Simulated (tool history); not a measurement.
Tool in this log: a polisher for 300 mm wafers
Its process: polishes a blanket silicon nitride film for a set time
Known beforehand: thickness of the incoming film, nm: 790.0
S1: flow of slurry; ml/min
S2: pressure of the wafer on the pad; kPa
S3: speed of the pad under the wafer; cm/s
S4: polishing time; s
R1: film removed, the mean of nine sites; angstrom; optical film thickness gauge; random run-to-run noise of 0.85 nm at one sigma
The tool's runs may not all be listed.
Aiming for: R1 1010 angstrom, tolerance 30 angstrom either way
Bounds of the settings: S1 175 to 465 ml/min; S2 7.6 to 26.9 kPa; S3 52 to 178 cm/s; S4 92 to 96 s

| run | hour | S1 | S2 | S3 | S4 | R1 |
|---|---|---|---|---|---|---|
| 1 | 0 | 295 | 17.2 | 114 | 92 | 1301.2 |
| 2 | 2.1 | 295 | 18.6 | 114 | 92 | 1377.3 |
| 3 | 8.6 | 320 | 18.6 | 114 | 92 | 1386 |
| 4 | 11.4 | 320 | 18.6 | 114 | 92 | 1394.1 |
| 5 | 12.6 | 250 | 18.6 | 114 | 92 | 1368.1 |
| 6 | 19 | 250 | 17.2 | 114 | 92 | 1282.7 |
| 7 | 20 | 245 | 12.4 | 112 | 92 | 919.8 |
| 8 | 22.9 | 245 | 13.1 | 112 | 92 | 979.43 |

Which single option among these 4 for the next run brings every result within its allowed miss of target? Just one does.
| A | 25.8 | 215 | 12.4 | 124 | 92 | ? |
| B | 25.8 | 245 | 14.5 | 108 | 96 | ? |
| C | 25.8 | 220 | 13.8 | 118 | 94 | ? |
| D | 25.8 | 240 | 14.5 | 102 | 92 | ? |

| move | R1 |
|---|---|
| A | 954.37 |
| B | 1089.5 |
| C | 1054.5 |
| D | 1015.1 |
A: further off than the last run
B: moves the result that the last run missed by most past its target, out the other side
C: moves the result that the last run missed by most past its target, out the other side
D: every result lands within tolerance
The right move is D.

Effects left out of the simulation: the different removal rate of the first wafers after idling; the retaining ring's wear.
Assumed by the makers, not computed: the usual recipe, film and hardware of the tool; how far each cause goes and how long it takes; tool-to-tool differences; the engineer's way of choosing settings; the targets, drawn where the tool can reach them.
